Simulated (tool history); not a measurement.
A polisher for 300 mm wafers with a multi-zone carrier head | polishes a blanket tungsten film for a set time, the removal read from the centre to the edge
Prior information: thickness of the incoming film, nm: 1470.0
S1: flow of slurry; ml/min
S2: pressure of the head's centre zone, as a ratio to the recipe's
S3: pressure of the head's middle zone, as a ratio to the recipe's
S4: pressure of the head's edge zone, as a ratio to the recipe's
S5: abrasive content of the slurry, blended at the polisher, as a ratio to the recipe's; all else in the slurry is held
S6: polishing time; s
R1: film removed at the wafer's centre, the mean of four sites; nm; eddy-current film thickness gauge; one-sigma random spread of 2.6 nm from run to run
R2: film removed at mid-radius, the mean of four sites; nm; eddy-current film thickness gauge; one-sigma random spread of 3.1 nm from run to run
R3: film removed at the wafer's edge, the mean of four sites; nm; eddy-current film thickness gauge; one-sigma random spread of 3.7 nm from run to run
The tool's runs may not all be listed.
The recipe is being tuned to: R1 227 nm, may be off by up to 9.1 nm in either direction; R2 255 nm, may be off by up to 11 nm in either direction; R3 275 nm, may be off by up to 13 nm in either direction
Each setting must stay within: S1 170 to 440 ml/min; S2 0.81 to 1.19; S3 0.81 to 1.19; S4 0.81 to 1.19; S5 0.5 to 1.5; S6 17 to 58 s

run  hour   S1    S2    S3    S4    S5  S6      R1      R2      R3
  1     0  280     1     1     1     1  37  191.08  193.93  193.65
  2   5.1  280  1.05     1     1     1  37  201.27  192.31  200.37
  3  12.9  265  1.03     1  1.03   1.1  38  204.07  206.89  210.04
  4  19.3  265  1.03  0.93  1.03   1.1  38  206.06  191.36  205.75
  5  28.1  265  1.03  0.93  0.96   1.1  38  206.53  189.24  206.62
  6  36.2  250     1  0.92  0.97  1.15  39   205.3  193.23  216.49
  7  40.2  250  0.94  1.02  1.07   1.4  43  224.64  249.28  260.64
  8  48.7  250  0.94  1.02  1.08   1.4  43  227.69  245.77  259.07

Which of these 4 next moves meets every target?
  A  57.2  225  0.97  0.89  1.09  1.15  49   ?   ?   ?
  B  57.2  275  1.05     1  1.08   1.3  42   ?   ?   ?
  C  57.2  295  0.85  0.96  1.07   1.4  46   ?   ?   ?
  D  57.2  355  1.01  1.06   1.1   1.3  40   ?   ?   ?

move      R1      R2      R3
   A  242.79  236.62  276.75
   B  238.41  237.37  249.03
   C  222.01  258.63  279.14
   D  225.61  243.81  243.51
A: brings the result that was furthest off to its target, and leaves another outside
B: moves away from the targets compared with the last run
C: in spec on every target
D: moves away from the targets compared with the last run
Move C is the one to make.
